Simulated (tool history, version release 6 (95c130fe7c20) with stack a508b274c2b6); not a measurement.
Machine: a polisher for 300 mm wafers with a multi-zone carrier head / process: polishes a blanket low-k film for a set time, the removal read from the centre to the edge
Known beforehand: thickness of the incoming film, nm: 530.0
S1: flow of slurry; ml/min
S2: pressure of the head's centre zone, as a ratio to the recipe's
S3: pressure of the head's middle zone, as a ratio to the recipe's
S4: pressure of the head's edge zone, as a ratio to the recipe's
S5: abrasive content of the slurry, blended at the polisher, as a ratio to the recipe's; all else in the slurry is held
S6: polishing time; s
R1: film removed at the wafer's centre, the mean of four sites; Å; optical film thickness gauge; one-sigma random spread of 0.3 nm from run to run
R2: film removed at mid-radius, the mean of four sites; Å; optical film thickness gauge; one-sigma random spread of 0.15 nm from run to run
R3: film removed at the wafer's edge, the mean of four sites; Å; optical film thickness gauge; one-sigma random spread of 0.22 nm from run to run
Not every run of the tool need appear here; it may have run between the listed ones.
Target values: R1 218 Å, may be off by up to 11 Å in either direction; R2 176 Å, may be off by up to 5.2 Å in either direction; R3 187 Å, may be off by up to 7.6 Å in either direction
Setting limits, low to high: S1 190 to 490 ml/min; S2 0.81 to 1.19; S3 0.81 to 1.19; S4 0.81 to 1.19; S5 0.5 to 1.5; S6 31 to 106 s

Run 1, hour 0: S1 315 ml/min, S2 1, S3 1, S4 1, S5 1, S6 68 s. Result: R1 310.73 Å, R2 309.45 Å, R3 304.64 Å.
Run 2, hour 2.8: S1 315 ml/min, S2 1, S3 1, S4 1, S5 1, S6 61 s. Result: R1 280.74 Å, R2 275.5 Å, R3 281.22 Å.
Run 3, hour 9.7: S1 315 ml/min, S2 1.07, S3 1, S4 1, S5 1, S6 61 s. Result: R1 296.87 Å, R2 274.26 Å, R3 277.31 Å.
Run 4, hour 12.5: S1 310 ml/min, S2 1.08, S3 0.96, S4 0.96, S5 0.85, S6 59 s. Result: R1 266.75 Å, R2 241.99 Å, R3 241.43 Å.
Run 5, hour 20: S1 310 ml/min, S2 1.13, S3 0.96, S4 0.96, S5 0.85, S6 59 s. Result: R1 275.68 Å, R2 234.59 Å, R3 240.21 Å.
Run 6, hour 26.8: S1 305 ml/min, S2 1.13, S3 0.92, S4 0.94, S5 0.75, S6 58 s. Result: R1 250.81 Å, R2 213.35 Å, R3 222.04 Å.
Run 7, hour 27.8: S1 300 ml/min, S2 1.14, S3 0.89, S4 0.91, S5 0.7, S6 58 s. Result: R1 254.93 Å, R2 198.84 Å, R3 212.02 Å.
Run 8, hour 28.5: S1 295 ml/min, S2 1.12, S3 0.88, S4 0.9, S5 0.65, S6 58 s. Result: R1 239.05 Å, R2 190.68 Å, R3 203.88 Å.
Run 9, hour 30.2: S1 290 ml/min, S2 1.1, S3 0.87, S4 0.88, S5 0.65, S6 58 s. Result: R1 239.9 Å, R2 185.7 Å, R3 200.71 Å.

Pick the move, out of 5, that brings all results within their allowed miss; only one does.
Run A, hour 31.9: S1 300 ml/min, S2 0.96, S3 0.85, S4 1.08, S5 0.55, S6 66 s. Result: R1 ?, R2 ?, R3 ?.
Run B, hour 31.9: S1 245 ml/min, S2 1.06, S3 0.85, S4 0.9, S5 0.8, S6 53 s. Result: R1 ?, R2 ?, R3 ?.
Run C, hour 31.9: S1 300 ml/min, S2 1.03, S3 0.83, S4 1.01, S5 0.6, S6 59 s. Result: R1 ?, R2 ?, R3 ?.
Run D, hour 31.9: S1 190 ml/min, S2 1.05, S3 0.85, S4 0.83, S5 0.5, S6 71 s. Result: R1 ?, R2 ?, R3 ?.
Run E, hour 31.9: S1 315 ml/min, S2 1.07, S3 0.88, S4 0.84, S5 0.65, S6 54 s. Result: R1 ?, R2 ?, R3 ?.

move      R1      R2      R3
   A   209.6  194.91  224.63
   B  217.84  185.39  201.78
   C  209.55  179.13  205.59
   D  215.57  185.96  199.32
   E   208.5  180.42  185.23
A: brings the last run's worst result on target, with another outside its allowed miss
B: brings the last run's worst result on target, with another outside its allowed miss
C: brings the last run's worst result on target, with another outside its allowed miss
D: brings the last run's worst result on target, with another outside its allowed miss
E: hits every target within its allowed miss
The right move is E.
